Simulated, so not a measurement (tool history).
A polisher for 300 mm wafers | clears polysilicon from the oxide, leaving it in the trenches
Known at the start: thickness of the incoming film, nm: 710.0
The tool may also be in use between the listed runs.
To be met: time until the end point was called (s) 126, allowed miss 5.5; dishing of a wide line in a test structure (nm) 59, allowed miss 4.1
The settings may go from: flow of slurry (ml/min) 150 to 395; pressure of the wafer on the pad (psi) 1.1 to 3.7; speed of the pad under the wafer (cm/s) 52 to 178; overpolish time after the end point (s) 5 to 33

run	hour	flow of slurry (ml/min)	pressure of the wafer on the pad (psi)	speed of the pad under the wafer (cm/s)	overpolish time after the end point (s)	time until the end point was called (s)	dishing of a wide line in a test structure (nm)
1	0	250	2.4	114	17	52.633	71.156
2	5.7	245	2	102	16	69.737	65.475
3	7.3	245	2	76	16	93.522	59.05
4	8.3	245	2.3	76	16	82.06	64.664
5	10.3	245	2.3	98	16	64.143	69.072
6	11	220	2	92	20	77.913	69.218
7	20.1	220	1.7	88	20	96.965	62.46
8	21.5	215	1.6	88	21	103.31	65.232
9	28.2	215	1.5	88	20	106.96	61.368
10	31.9	215	1.1	86	22	148.23	55.151
11	36	215	1.4	86	23	118.1	62.393

4 next moves are on the table. One of them brings every result within its allowed miss. Which?
A	40.1	195	1.5	84	28	?	?
B	40.1	220	1.1	100	21	?	?
C	40.1	210	1.1	116	32	?	?
D	40.1	150	1.5	88	30	?	?

move	time until the end point was called (s)	dishing of a wide line in a test structure (nm)
A	114.18	68.485
B	128.13	59.132
C	111.4	71.249
D	111.72	70.143
A: further off than the last run
B: meets every target
C: further off than the last run
D: further off than the last run
Move B is the one to make.

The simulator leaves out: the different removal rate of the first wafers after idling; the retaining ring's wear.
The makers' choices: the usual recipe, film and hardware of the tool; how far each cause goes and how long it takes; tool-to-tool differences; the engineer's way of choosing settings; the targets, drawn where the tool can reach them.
